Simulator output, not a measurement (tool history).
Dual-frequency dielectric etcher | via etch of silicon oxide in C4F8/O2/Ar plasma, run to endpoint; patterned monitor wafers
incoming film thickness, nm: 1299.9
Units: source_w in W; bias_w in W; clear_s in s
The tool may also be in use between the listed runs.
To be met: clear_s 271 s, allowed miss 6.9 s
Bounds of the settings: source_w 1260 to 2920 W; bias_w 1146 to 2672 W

run	hour	source_w	bias_w	clear_s
1	0	2090	1909	235.5
2	8.4	1940	1861	247.04
3	9.1	1940	1643	255.51
4	13.1	1940	1979	243.43
5	15.8	1840	1955	250.05
6	22.9	1770	1938	256.17
7	28.6	1720	1927	259.71
8	34.6	1680	1919	264.66

5 next moves are on the table. One of them brings every result within its allowed miss. Which?
A	40.6	1810	1831	?
B	40.6	1760	1868	?
C	40.6	1660	2326	?
D	40.6	1690	1748	?
E	40.6	2000	1731	?

move	clear_s
A	257.24
B	259.52
C	249.7
D	270.91
E	248.27
A: further off than the last run
B: further off than the last run
C: further off than the last run
D: meets every target
E: further off than the last run
The right move is D.
